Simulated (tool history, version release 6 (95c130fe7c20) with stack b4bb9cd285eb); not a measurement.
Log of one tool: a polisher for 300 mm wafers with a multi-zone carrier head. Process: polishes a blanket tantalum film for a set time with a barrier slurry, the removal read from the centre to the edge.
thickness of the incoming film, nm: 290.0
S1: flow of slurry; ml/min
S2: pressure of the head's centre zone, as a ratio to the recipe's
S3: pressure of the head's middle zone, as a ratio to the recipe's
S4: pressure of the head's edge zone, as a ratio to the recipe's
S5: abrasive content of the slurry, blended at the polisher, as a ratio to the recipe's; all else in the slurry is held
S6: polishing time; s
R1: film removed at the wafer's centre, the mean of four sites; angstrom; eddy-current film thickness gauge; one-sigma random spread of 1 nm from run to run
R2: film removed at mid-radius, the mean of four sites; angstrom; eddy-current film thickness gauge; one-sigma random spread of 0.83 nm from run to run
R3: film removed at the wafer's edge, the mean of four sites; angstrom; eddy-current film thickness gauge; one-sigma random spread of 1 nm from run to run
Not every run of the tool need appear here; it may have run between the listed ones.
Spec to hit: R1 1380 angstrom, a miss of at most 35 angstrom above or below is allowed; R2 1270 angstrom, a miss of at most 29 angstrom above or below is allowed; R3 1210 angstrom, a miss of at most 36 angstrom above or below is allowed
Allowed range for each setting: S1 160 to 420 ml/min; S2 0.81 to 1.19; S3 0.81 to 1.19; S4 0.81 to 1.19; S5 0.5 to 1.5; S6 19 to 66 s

Run 1, hour 0: S1 270 ml/min, S2 1, S3 1, S4 1, S5 1, S6 42 s. Result: R1 968.16 angstrom, R2 950.19 angstrom, R3 956.04 angstrom.
Run 2, hour 1.4: S1 295 ml/min, S2 1.06, S3 1.05, S4 1.05, S5 1.15, S6 42 s. Result: R1 1086.3 angstrom, R2 1039.3 angstrom, R3 996.3 angstrom.
Run 3, hour 3.3: S1 295 ml/min, S2 1.14, S3 1.05, S4 1.05, S5 1.15, S6 42 s. Result: R1 1170.4 angstrom, R2 1027.5 angstrom, R3 1020.8 angstrom.
Run 4, hour 10.5: S1 290 ml/min, S2 1.14, S3 1.07, S4 1.09, S5 1.25, S6 43 s. Result: R1 1216.3 angstrom, R2 1100.2 angstrom, R3 1086.6 angstrom.
Run 5, hour 11.2: S1 260 ml/min, S2 1.14, S3 1.07, S4 1.09, S5 1.25, S6 43 s. Result: R1 1190.1 angstrom, R2 1078 angstrom, R3 1064.3 angstrom.
Run 6, hour 12.2: S1 260 ml/min, S2 1.14, S3 1.07, S4 1.14, S5 1.25, S6 43 s. Result: R1 1214.3 angstrom, R2 1088.6 angstrom, R3 1090.2 angstrom.
Run 7, hour 16: S1 335 ml/min, S2 1.17, S3 1.15, S4 1.19, S5 1.5, S6 43 s. Result: R1 1339.4 angstrom, R2 1229.6 angstrom, R3 1178.2 angstrom.
Run 8, hour 17.3: S1 340 ml/min, S2 1.17, S3 1.15, S4 1.19, S5 1.5, S6 43 s. Result: R1 1340 angstrom, R2 1236.9 angstrom, R3 1186.2 angstrom.
Run 9, hour 25.4: S1 345 ml/min, S2 1.17, S3 1.15, S4 1.19, S5 1.5, S6 43 s. Result: R1 1335.9 angstrom, R2 1246.7 angstrom, R3 1174.2 angstrom.

5 next moves are on the table. One of them brings every result within its allowed miss. Which?
Run A, hour 33.5: S1 375 ml/min, S2 1.14, S3 1.16, S4 1.05, S5 1.4, S6 44 s. Result: R1 ?, R2 ?, R3 ?.
Run B, hour 33.5: S1 310 ml/min, S2 1.18, S3 1, S4 1.19, S5 1.5, S6 48 s. Result: R1 ?, R2 ?, R3 ?.
Run C, hour 33.5: S1 335 ml/min, S2 1.07, S3 1.06, S4 1.19, S5 1.5, S6 46 s. Result: R1 ?, R2 ?, R3 ?.
Run D, hour 33.5: S1 330 ml/min, S2 1.12, S3 1.09, S4 1.19, S5 1.5, S6 44 s. Result: R1 ?, R2 ?, R3 ?.
Run E, hour 33.5: S1 365 ml/min, S2 1.14, S3 1.11, S4 1.1, S5 1.45, S6 46 s. Result: R1 ?, R2 ?, R3 ?.

move      R1      R2      R3
   A  1312.5  1269.7  1132.8
   B  1474.8    1217  1312.5
   C  1291.9  1235.3    1264
   D  1292.2  1208.1  1207.3
   E  1378.9    1285  1216.9
A: the biggest miss grows against the last run
B: takes the biggest miss from the last run beyond its target
C: the biggest miss grows against the last run
D: the biggest miss grows against the last run
E: meets every target
So the answer is move E, the one that meets all the targets.

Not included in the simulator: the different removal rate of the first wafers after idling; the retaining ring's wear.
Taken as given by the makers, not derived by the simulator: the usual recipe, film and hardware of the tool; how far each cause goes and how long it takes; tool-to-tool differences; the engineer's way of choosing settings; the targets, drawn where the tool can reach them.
